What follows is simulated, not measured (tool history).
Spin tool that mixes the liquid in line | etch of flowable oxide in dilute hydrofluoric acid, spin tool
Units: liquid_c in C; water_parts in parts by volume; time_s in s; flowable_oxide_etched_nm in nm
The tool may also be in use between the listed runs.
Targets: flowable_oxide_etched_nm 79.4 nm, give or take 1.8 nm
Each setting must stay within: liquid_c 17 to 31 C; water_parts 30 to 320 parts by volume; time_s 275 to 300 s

run	hour	liquid_c	water_parts	time_s	flowable_oxide_etched_nm
1	0	23	175	275	32.134
2	1.2	23	205	275	26.491
3	7.4	23	235	275	22.277
4	13.9	24	220	275	25.133
5	20.7	22	220	275	23.507
6	23.1	23	205	275	26.591
7	28.5	23	205	275	26.66
8	33.3	24	190	275	29.92
9	35.7	24.5	175	275	33.426
10	37.5	25	165	275	36.745
11	43.3	25.5	155	275	40.81
12	47.6	26	150	275	43.102
13	50.3	26.5	145	275	45.21
14	51.5	27	140	275	48.206
15	53.4	31	80	275	105.91
16	59.2	30.5	80	275	104.81
17	67.4	30	80	275	103.33
18	76.1	30	80	275	101.74
19	85	29.5	80	275	100.21

Which single option among these 5 for the next run brings every result within its allowed miss of target? Just one does.
A	93.9	26.5	105	300	?
B	93.9	28.5	90	275	?
C	93.9	29.5	70	295	?
D	93.9	29.5	95	300	?
E	93.9	29.5	100	280	?

move	flowable_oxide_etched_nm
A	71.97
B	84.806
C	125.08
D	90.415
E	79.607
A: takes the biggest miss from the last run beyond its target
B: an improvement on the last run, though not all results are within tolerance
C: further off than the last run
D: an improvement on the last run, though not all results are within tolerance
E: each result inside its tolerance
So the answer is move E, the one that meets all the targets.
